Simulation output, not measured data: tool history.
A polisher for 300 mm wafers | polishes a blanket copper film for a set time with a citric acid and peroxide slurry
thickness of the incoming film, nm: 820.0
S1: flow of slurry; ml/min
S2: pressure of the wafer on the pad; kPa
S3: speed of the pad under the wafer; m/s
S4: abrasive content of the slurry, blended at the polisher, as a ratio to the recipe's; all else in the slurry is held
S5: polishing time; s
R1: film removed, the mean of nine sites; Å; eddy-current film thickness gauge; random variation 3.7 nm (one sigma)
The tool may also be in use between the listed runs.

{"run": 1, "hour": 0.0, "S1": 130, "S2": 26.2, "S3": 1.06, "S4": 1, "S5": 111, "R1": 3171}
{"run": 2, "hour": 5.1, "S1": 135, "S2": 26.9, "S3": 1.06, "S4": 1, "S5": 111, "R1": 3278.2}
{"run": 3, "hour": 6.7, "S1": 135, "S2": 26.9, "S3": 1.3, "S4": 1, "S5": 111, "R1": 3688.2}
{"run": 4, "hour": 9.4, "S1": 135, "S2": 26.9, "S3": 1.1, "S4": 1, "S5": 111, "R1": 3381.4}
{"run": 5, "hour": 16.1, "S1": 150, "S2": 26.9, "S3": 1.1, "S4": 1, "S5": 111, "R1": 3391.9}
{"run": 6, "hour": 21.6, "S1": 150, "S2": 24.1, "S3": 1.1, "S4": 1, "S5": 111, "R1": 3083}
{"run": 7, "hour": 25.0, "S1": 150, "S2": 25.5, "S3": 1.1, "S4": 1, "S5": 111, "R1": 3267.5}
{"run": 8, "hour": 32.9, "S1": 155, "S2": 26.2, "S3": 1.1, "S4": 1, "S5": 111, "R1": 3320.1}
{"run": 9, "hour": 38.0, "S1": 155, "S2": 26.9, "S3": 1.1, "S4": 1, "S5": 111, "R1": 3372.7}
{"run": 10, "hour": 39.2, "S1": 155, "S2": 27.6, "S3": 1.1, "S4": 1, "S5": 111, "R1": 3517.9}

Forecast run 11:
{"run": 11, "hour": 46.7, "S1": 155, "S2": 28.3, "S3": 1.1, "S4": 1, "S5": 111, "R1": "?"}

{"run 11": {"R1": 3591.5}}

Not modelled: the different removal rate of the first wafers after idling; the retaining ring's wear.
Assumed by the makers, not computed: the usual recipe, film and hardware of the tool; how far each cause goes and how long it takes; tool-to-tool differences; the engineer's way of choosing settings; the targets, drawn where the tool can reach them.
